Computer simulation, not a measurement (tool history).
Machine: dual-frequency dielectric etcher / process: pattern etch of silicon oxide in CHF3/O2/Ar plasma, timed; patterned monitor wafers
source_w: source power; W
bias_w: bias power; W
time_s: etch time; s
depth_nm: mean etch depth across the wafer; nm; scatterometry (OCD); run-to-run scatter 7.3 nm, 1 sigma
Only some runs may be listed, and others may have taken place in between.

Run 1, hour 0: source_w 870 W, bias_w 180 W, time_s 611.5 s. Result: depth_nm 1404.1 nm.
Run 2, hour 3: source_w 760 W, bias_w 161 W, time_s 611.5 s. Result: depth_nm 1237 nm.
Run 3, hour 9.1: source_w 700 W, bias_w 159 W, time_s 611.5 s. Result: depth_nm 1159.7 nm.
Run 4, hour 17.2: source_w 700 W, bias_w 159 W, time_s 611.5 s. Result: depth_nm 1162.5 nm.
Run 5, hour 26: source_w 700 W, bias_w 178 W, time_s 611.5 s. Result: depth_nm 1203 nm.
Run 6, hour 32.4: source_w 700 W, bias_w 178 W, time_s 611.5 s. Result: depth_nm 1226.8 nm.
Run 7, hour 37.5: source_w 650 W, bias_w 177 W, time_s 611.5 s. Result: depth_nm 1137.8 nm.

For run 8, what comes out?
Run 8, hour 45.3: source_w 590 W, bias_w 175 W, time_s 611.5 s. Result: depth_nm ?.

{"run 8": {"depth_nm": 1061.1}}
